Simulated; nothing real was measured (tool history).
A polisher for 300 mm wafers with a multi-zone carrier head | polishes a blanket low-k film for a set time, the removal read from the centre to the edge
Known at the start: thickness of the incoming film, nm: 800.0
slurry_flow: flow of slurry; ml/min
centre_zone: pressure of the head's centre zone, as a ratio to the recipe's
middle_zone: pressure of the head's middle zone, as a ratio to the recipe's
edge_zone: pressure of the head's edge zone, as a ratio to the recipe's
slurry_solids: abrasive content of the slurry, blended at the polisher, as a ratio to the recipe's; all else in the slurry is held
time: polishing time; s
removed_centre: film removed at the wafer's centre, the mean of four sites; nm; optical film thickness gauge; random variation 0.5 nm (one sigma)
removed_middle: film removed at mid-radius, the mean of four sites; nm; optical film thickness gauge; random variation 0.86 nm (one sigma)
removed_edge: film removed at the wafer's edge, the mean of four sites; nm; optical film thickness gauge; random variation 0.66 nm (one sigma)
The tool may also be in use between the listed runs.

run,hour,slurry_flow,centre_zone,middle_zone,edge_zone,slurry_solids,time,removed_centre,removed_middle,removed_edge
1,0,305,1,1,1,1,71,44.21,44.491,43.796
2,1.4,305,1,1,1,1.05,71,44.263,44.534,44.443
3,8.5,305,1,1,1.04,1.05,71,44.532,45.825,45.584
4,11.1,365,1,1,1.04,1.05,71,45.98,46.753,45.827
5,12.8,365,1,1,0.98,1.05,71,45.949,45.959,45.626
6,17.5,365,1,0.95,0.98,1.05,71,45.065,43.111,45.186
7,24.2,360,1.01,0.96,1,1.2,72,49.134,45.73,49.5
8,31.2,360,1.02,1,1.02,1.3,73,51.368,51.104,51.961
9,38,365,1.03,1.01,1.04,1.35,74,53.741,50.683,53.763

Forecast run 10:
10,43.2,370,1.03,1.03,1.05,1.4,75,?,?,?

Run 10 gave removed_centre 54.937 nm, removed_middle 56.142 nm, removed_edge 54.392 nm.
